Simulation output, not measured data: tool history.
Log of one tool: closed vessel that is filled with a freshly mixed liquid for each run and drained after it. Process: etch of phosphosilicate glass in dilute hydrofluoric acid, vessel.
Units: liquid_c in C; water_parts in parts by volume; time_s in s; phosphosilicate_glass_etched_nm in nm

run	hour	liquid_c	water_parts	time_s	phosphosilicate_glass_etched_nm
1	0	25	120	85	57.87
2	7	28	120	85	64.539
3	10.1	28	120	95	71.891
4	19.4	27	120	95	69.645
5	20.5	26	120	95	66.474
6	29.2	25	120	95	64.022
7	33.3	24	120	95	61.936
8	40.7	23	120	95	59.455

Forecast run 9:
9	43.4	22.5	120	95	?

Run 9 gave phosphosilicate_glass_etched_nm 57.744 nm.
